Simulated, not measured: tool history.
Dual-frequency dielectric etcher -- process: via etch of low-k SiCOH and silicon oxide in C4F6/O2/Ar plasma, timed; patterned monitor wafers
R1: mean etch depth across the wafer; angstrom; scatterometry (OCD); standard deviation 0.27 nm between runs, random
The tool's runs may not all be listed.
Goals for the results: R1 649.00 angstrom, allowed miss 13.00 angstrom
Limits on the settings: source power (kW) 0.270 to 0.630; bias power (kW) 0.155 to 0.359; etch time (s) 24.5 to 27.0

{"run": 1, "hour": 0.0, "source power (kW)": 0.45, "bias power (kW)": 0.257, "etch time (s)": 27.0, "R1": 825.43}
{"run": 2, "hour": 2.0, "source power (kW)": 0.52, "bias power (kW)": 0.257, "etch time (s)": 27.0, "R1": 871.31}
{"run": 3, "hour": 5.8, "source power (kW)": 0.47, "bias power (kW)": 0.235, "etch time (s)": 26.5, "R1": 799.3}
{"run": 4, "hour": 13.5, "source power (kW)": 0.47, "bias power (kW)": 0.217, "etch time (s)": 26.5, "R1": 782.22}
{"run": 5, "hour": 14.6, "source power (kW)": 0.47, "bias power (kW)": 0.175, "etch time (s)": 26.5, "R1": 743.47}
{"run": 6, "hour": 23.0, "source power (kW)": 0.47, "bias power (kW)": 0.175, "etch time (s)": 24.5, "R1": 682.72}
{"run": 7, "hour": 26.1, "source power (kW)": 0.46, "bias power (kW)": 0.173, "etch time (s)": 24.5, "R1": 678.38}
{"run": 8, "hour": 26.8, "source power (kW)": 0.45, "bias power (kW)": 0.172, "etch time (s)": 24.5, "R1": 670.89}

Exercise: of the 4 proposed moves below, exactly one satisfies all targets within the stated allowed misses. Which move is it?
{"run": "A", "hour": 27.5, "source power (kW)": 0.47, "bias power (kW)": 0.157, "etch time (s)": 25.0, "R1": "?"}
{"run": "B", "hour": 27.5, "source power (kW)": 0.41, "bias power (kW)": 0.156, "etch time (s)": 25.5, "R1": "?"}
{"run": "C", "hour": 27.5, "source power (kW)": 0.47, "bias power (kW)": 0.156, "etch time (s)": 25.0, "R1": "?"}
{"run": "D", "hour": 27.5, "source power (kW)": 0.45, "bias power (kW)": 0.156, "etch time (s)": 25.5, "R1": "?"}

move=A R1=679.35
move=B R1=654.60
move=C R1=678.27
move=D R1=679.76
A: lands further from the targets than the last run did
B: every result lands within tolerance
C: lands further from the targets than the last run did
D: lands further from the targets than the last run did
Correct choice: B, which meets every target
